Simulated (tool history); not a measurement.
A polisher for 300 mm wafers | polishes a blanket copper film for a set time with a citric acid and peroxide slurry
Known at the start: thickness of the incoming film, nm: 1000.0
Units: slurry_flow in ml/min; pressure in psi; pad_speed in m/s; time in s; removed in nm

| run | hour | slurry_flow | pressure | pad_speed | slurry_solids | time | removed |
|---|---|---|---|---|---|---|---|
| 1 | 0.0 | 185 | 2.1 | 0.84 | 1.00 | 49 | 64.582 |
| 2 | 3.2 | 180 | 1.9 | 0.82 | 1.00 | 49 | 57.110 |
| 3 | 4.7 | 135 | 1.9 | 0.82 | 1.00 | 49 | 53.945 |
| 4 | 11.8 | 135 | 1.9 | 0.82 | 0.85 | 49 | 52.776 |
| 5 | 16.2 | 135 | 1.9 | 0.82 | 0.95 | 49 | 53.009 |
| 6 | 19.8 | 135 | 1.9 | 0.82 | 0.95 | 49 | 53.067 |

Forecast run 7:
| 7 | 20.5 | 125 | 1.3 | 0.78 | 0.95 | 49 | ? |

{"run 7": {"removed": 35.407}}
